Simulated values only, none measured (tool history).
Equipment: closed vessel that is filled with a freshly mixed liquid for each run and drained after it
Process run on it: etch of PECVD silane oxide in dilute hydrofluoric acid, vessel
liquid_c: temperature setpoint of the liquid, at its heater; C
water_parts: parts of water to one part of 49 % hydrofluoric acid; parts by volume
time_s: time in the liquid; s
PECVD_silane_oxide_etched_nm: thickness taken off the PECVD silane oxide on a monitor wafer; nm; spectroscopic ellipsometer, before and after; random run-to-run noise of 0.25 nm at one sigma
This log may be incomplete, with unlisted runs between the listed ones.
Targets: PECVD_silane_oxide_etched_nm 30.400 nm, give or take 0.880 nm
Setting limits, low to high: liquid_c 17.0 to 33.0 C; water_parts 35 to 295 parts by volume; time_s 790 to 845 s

run,hour,liquid_c,water_parts,time_s,PECVD_silane_oxide_etched_nm
1,0.0,25.0,165,790,69.478
2,1.2,22.5,190,790,54.365
3,3.3,20.0,190,790,50.078
4,8.6,19.0,210,790,42.148
5,12.2,19.0,155,790,60.595
6,15.7,18.5,185,790,47.437
# hour 21.2: thermometer replaced
7,21.2,18.0,205,790,39.484
8,25.3,17.5,215,790,36.421
9,29.5,17.5,220,790,35.559

Of the 5 settings listed for the next run, only one would bring every result within its allowed miss of target. Which one?
A,33.7,17.0,235,800,?
B,33.7,17.0,230,795,?
C,33.7,17.0,200,795,?
D,33.7,20.0,265,805,?
E,33.7,17.0,250,815,?

move,PECVD_silane_oxide_etched_nm
A,32.639
B,33.288
C,39.330
D,31.788
E,30.847
A: better than the last run, though not everything is in spec
B: better than the last run, though not everything is in spec
C: further off than the last run
D: better than the last run, though not everything is in spec
E: each result inside its tolerance
Answer: E
